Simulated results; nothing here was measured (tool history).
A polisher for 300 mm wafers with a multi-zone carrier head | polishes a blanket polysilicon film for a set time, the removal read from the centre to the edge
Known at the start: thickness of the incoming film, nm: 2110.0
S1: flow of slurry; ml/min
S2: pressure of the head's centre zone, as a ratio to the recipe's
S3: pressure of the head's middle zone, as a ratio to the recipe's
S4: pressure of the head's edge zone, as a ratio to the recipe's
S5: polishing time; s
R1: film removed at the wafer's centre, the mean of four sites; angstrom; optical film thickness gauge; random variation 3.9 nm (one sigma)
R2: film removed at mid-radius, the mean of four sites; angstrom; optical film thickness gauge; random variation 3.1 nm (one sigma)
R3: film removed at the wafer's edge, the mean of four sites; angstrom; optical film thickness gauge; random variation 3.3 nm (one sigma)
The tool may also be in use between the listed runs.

run	hour	S1	S2	S3	S4	S5	R1	R2	R3
1	0	220	1	1	1	63	4089.3	4159.3	4127.4
2	0.6	220	1	1	0.97	55	3521.2	3551.5	3508.6
3	6	220	1	1	0.97	64	4204.8	4264.1	4141.2
4	7.3	220	1	1	0.88	64	4066.6	4212.3	3913
5	11.2	220	1	1	0.86	57	3640.6	3770	3356.2
6	16.4	215	0.99	0.98	0.86	52	3240.9	3288.2	3117.2
7	20.3	215	0.99	0.98	0.85	49	3112.3	3164.7	2882.3
8	28.8	210	0.98	0.97	0.84	47	2949.4	2971.3	2837.7

The next listed run, before its measurement:
9	30.6	210	1	0.99	0.82	37	?	?	?

Run 9 gave R1 2325.1 angstrom, R2 2449.9 angstrom, R3 2183.6 angstrom.
